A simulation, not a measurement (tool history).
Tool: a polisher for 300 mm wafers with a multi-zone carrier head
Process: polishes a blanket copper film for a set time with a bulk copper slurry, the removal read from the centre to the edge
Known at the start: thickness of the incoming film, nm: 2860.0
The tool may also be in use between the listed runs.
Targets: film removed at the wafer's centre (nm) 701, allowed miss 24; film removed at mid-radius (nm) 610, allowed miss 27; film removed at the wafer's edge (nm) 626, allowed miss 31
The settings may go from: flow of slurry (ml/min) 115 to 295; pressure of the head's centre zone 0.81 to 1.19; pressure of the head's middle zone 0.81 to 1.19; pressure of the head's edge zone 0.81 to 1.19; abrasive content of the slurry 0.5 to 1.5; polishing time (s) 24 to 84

run  hour  flow of slurry (ml/min)  pressure of the head's centre zone  pressure of the head's middle zone  pressure of the head's edge zone  abrasive content of the slurry  polishing time (s)  film removed at the wafer's centre (nm)  film removed at mid-radius (nm)  film removed at the wafer's edge (nm)
  1     0                      190                                   1                                   1                                 1                               1                  54                                   712.32                           696.04                                 678.58
  2   0.7                      190                                1.04                                   1                                 1                               1                  54                                   720.73                           699.26                                 678.34
  3   8.4                      190                                1.04                                   1                                 1                             1.2                  54                                   775.09                           739.82                                 739.45
  4  14.4                      185                                1.04                                0.97                              0.97                            1.15                  54                                   761.99                           710.52                                  707.7
  5  17.6                      185                                1.04                                1.01                              0.97                            1.15                  54                                   770.49                           725.75                                 692.08
  6    23                      185                                1.04                                1.07                              0.97                            1.15                  54                                   773.29                           744.83                                 712.98
  7  30.8                      175                                1.05                                1.01                              0.97                             1.1                  54                                   750.62                           711.44                                 701.48
     35.8  -- worn pad replaced by a new one
  8  35.8                      175                                1.06                                0.96                              0.95                            1.05                  54                                    815.8                           725.93                                 730.09
  9  44.3                      175                                1.06                                0.94                              0.95                            0.95                  52                                   766.24                           667.74                                 685.75
 10  45.9                      175                                1.05                                0.94                              0.95                             0.9                  51                                   716.96                           650.27                                  661.8

Which of these 5 next moves meets every target?
  A  47.5                      215                                1.05                                   1                              0.93                             0.9                  48                                        ?                                ?                                      ?
  B  47.5                      190                                 1.1                                0.98                              1.03                            0.85                  47                                        ?                                ?                                      ?
  C  47.5                      200                                1.11                                0.97                              0.86                            0.85                  51                                        ?                                ?                                      ?
  D  47.5                      125                                0.95                                0.94                               1.1                             1.1                  52                                        ?                                ?                                      ?
  E  47.5                      240                                1.16                                1.04                              0.84                               1                  41                                        ?                                ?                                      ?

move  film removed at the wafer's centre (nm)  film removed at mid-radius (nm)  film removed at the wafer's edge (nm)
   A                                   705.79                           658.19                                 636.53
   B                                   696.41                           611.28                                 633.67
   C                                   769.05                           663.31                                 635.47
   D                                   661.77                           659.42                                 744.89
   E                                   700.92                              608                                 542.79
A: further off than the last run
B: meets every target
C: further off than the last run
D: further off than the last run
E: brings the result that was furthest off to its target, and leaves another outside
Answer: B
